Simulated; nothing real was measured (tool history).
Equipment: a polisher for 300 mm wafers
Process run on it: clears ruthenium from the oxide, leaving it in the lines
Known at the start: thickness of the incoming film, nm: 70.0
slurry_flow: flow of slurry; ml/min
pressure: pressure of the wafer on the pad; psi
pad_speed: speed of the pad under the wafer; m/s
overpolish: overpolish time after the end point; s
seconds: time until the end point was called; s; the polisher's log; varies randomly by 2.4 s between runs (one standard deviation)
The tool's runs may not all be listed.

{"run": 1, "hour": 0.0, "slurry_flow": 250, "pressure": 1.7, "pad_speed": 0.86, "overpolish": 45, "seconds": 111.02}
{"run": 2, "hour": 1.4, "slurry_flow": 250, "pressure": 1.7, "pad_speed": 1.08, "overpolish": 45, "seconds": 85.11}
{"run": 3, "hour": 9.2, "slurry_flow": 250, "pressure": 1.4, "pad_speed": 1.06, "overpolish": 45, "seconds": 104.76}
{"run": 4, "hour": 16.3, "slurry_flow": 250, "pressure": 1.4, "pad_speed": 1.06, "overpolish": 45, "seconds": 106.99}
{"run": 5, "hour": 21.9, "slurry_flow": 310, "pressure": 1.4, "pad_speed": 1.06, "overpolish": 45, "seconds": 104.72}
{"hour": 23.2, "done": "head pressure recalibrated"}
{"run": 6, "hour": 23.2, "slurry_flow": 310, "pressure": 1.2, "pad_speed": 1.06, "overpolish": 45, "seconds": 109.46}

The next listed run, before its measurement:
{"run": 7, "hour": 24.3, "slurry_flow": 305, "pressure": 1.1, "pad_speed": 1.02, "overpolish": 45, "seconds": "?"}

seconds: 120.86 s
